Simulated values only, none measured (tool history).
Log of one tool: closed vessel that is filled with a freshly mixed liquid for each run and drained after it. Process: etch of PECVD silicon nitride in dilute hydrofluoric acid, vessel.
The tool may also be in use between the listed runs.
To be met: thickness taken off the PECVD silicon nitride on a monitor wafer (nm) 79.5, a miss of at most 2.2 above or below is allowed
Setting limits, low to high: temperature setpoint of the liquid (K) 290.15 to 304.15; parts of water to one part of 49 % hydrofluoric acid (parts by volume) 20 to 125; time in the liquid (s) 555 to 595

| run | hour | temperature setpoint of the liquid (K) | parts of water to one part of 49 % hydrofluoric acid (parts by volume) | time in the liquid (s) | thickness taken off the PECVD silicon nitride on a monitor wafer (nm) |
|---|---|---|---|---|---|
| 1 | 0 | 296.15 | 70 | 555 | 44.862 |
| 2 | 1.7 | 296.15 | 85 | 555 | 36.835 |
| 3 | 5.3 | 296.15 | 100 | 555 | 31.47 |
| 4 | 6.8 | 298.65 | 90 | 555 | 41.337 |
| 5 | 12.4 | 298.65 | 115 | 555 | 31.981 |
| 6 | 13.8 | 300.15 | 100 | 555 | 40.662 |
| 7 | 20.2 | 301.15 | 90 | 555 | 48.23 |
| 8 | 28.8 | 302.15 | 80 | 555 | 57.692 |
| 9 | 35.8 | 302.65 | 75 | 555 | 64.048 |

Which of these 4 next moves meets every target?
| A | 42.8 | 302.15 | 60 | 570 | ? |
| B | 42.8 | 303.15 | 70 | 565 | ? |
| C | 42.8 | 304.15 | 75 | 590 | ? |
| D | 42.8 | 304.15 | 70 | 560 | ? |

| move | thickness taken off the PECVD silicon nitride on a monitor wafer (nm) |
|---|---|
| A | 78.639 |
| B | 71.302 |
| C | 74.045 |
| D | 75.305 |
A: in spec on every target
B: closes in on the targets versus the last run, not all within tolerance yet
C: closes in on the targets versus the last run, not all within tolerance yet
D: closes in on the targets versus the last run, not all within tolerance yet
So the answer is move A, the one that meets all the targets.
